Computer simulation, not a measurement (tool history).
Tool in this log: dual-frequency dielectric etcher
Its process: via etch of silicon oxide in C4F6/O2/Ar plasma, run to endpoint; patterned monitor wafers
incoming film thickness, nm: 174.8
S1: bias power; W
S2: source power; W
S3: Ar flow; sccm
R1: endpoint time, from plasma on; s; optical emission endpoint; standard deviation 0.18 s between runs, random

Run 1, hour 0.0: S1 413 W, S2 330 W, S3 265 sccm. Result: R1 41.843 s.
Run 2, hour 8.1: S1 393 W, S2 330 W, S3 265 sccm. Result: R1 43.210 s.
Run 3, hour 12.3: S1 320 W, S2 330 W, S3 265 sccm. Result: R1 48.425 s.
Run 4, hour 13.4: S1 387 W, S2 330 W, S3 265 sccm. Result: R1 43.166 s.
Run 5, hour 14.4: S1 387 W, S2 360 W, S3 265 sccm. Result: R1 42.223 s.
Run 6, hour 19.0: S1 428 W, S2 360 W, S3 265 sccm. Result: R1 39.821 s.

Expected results for the next run?
Run 7, hour 23.5: S1 406 W, S2 360 W, S3 265 sccm. Result: R1 ?.

R1: 41.069 s
